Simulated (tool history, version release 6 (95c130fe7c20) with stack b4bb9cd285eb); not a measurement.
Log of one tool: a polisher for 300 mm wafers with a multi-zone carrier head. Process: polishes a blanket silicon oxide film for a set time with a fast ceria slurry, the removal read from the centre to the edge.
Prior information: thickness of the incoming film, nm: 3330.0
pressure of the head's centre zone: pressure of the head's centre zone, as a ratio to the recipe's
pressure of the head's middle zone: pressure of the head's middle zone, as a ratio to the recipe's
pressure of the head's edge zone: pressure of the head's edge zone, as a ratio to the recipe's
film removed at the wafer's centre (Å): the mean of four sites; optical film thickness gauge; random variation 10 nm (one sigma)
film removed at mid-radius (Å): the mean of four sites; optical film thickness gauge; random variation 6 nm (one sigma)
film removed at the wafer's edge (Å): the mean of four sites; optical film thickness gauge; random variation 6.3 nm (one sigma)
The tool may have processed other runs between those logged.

run  hour  flow of slurry (ml/min)  pressure of the head's centre zone  pressure of the head's middle zone  pressure of the head's edge zone  polishing time (s)  film removed at the wafer's centre (Å)  film removed at mid-radius (Å)  film removed at the wafer's edge (Å)
  1   0.0                      270                                1.00                                1.00                              1.00                  68                                  9784.3                          9760.8                                9732.3
  2   4.9                      270                                1.00                                0.96                              1.00                  68                                 10029.0                          9565.5                                9816.8
  3  11.1                      270                                1.00                                0.89                              1.00                  68                                  9999.2                          9018.7                                9551.7
  4  16.1                      285                                1.00                                0.96                              0.94                  60                                  8803.0                          8531.1                                8336.0
  5  23.0                      285                                1.00                                0.96                              1.00                  60                                  8755.5                          8494.7                                8613.9
  6  24.3                      300                                1.00                                0.99                              0.95                  55                                  8008.7                          8039.1                                7828.7

Predict the results of run 7:
  7  25.6                      280                                1.03                                1.09                              0.85                  42                                       ?                               ?                                     ?

Run 7 came out at film removed at the wafer's centre (Å) 6225.5, film removed at mid-radius (Å) 6572.8, film removed at the wafer's edge (Å) 5575.8.
